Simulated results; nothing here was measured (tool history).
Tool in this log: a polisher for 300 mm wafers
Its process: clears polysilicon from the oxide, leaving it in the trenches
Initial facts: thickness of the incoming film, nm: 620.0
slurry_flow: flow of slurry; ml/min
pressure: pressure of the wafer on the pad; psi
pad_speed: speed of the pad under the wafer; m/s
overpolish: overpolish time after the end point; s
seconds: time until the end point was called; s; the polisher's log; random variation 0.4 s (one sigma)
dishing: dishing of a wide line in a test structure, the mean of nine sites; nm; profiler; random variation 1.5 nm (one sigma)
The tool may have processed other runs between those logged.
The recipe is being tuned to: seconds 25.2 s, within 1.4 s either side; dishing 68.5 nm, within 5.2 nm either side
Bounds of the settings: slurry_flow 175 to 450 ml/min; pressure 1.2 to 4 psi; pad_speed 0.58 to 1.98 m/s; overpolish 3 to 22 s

| run | hour | slurry_flow | pressure | pad_speed | overpolish | seconds | dishing |
|---|---|---|---|---|---|---|---|
| 1 | 0 | 290 | 2.6 | 1.28 | 11 | 40.684 | 66.046 |
| 2 | 3.4 | 290 | 2.9 | 1.3 | 10 | 37.12 | 65.702 |
| 3 | 4.7 | 290 | 2.9 | 1.3 | 7 | 36.679 | 58.949 |
| 4 | 7.2 | 290 | 2.9 | 1.3 | 11 | 36.327 | 67.738 |
| 5 | 11 | 290 | 2.9 | 1.3 | 8 | 37.54 | 62.152 |
| 6 | 17.4 | 290 | 2.9 | 1.3 | 11 | 37.065 | 65.041 |
| 7 | 18.4 | 290 | 3.1 | 1.32 | 12 | 34.752 | 67.235 |
| 8 | 25.8 | 290 | 3.3 | 1.36 | 12 | 32.18 | 66.457 |
| 9 | 32.7 | 290 | 3.4 | 1.4 | 12 | 30.243 | 69.484 |
| 10 | 37.2 | 290 | 3.5 | 1.42 | 12 | 29.778 | 70.315 |
| 11 | 40.7 | 290 | 3.6 | 1.44 | 11 | 28.053 | 69.463 |
| 12 | 44.8 | 290 | 3.7 | 1.44 | 11 | 27.271 | 68.535 |
| 13 | 53.8 | 290 | 3.8 | 1.44 | 11 | 26.943 | 67.879 |

Exercise: of the 4 proposed moves below, exactly one satisfies all targets within the stated allowed misses. Which move is it?
| A | 62.8 | 300 | 3.6 | 1.64 | 15 | ? | ? |
| B | 62.8 | 290 | 3.3 | 1.5 | 6 | ? | ? |
| C | 62.8 | 285 | 3.5 | 1.38 | 13 | ? | ? |
| D | 62.8 | 250 | 4 | 1.52 | 5 | ? | ? |

| move | seconds | dishing |
|---|---|---|
| A | 25.461 | 69.078 |
| B | 29.857 | 59.442 |
| C | 30.941 | 68.13 |
| D | 25.552 | 58.924 |
A: each result inside its tolerance
B: misses by more than the last run did
C: misses by more than the last run did
D: puts the biggest miss on target and leaves a different result outside tolerance
Answer: A
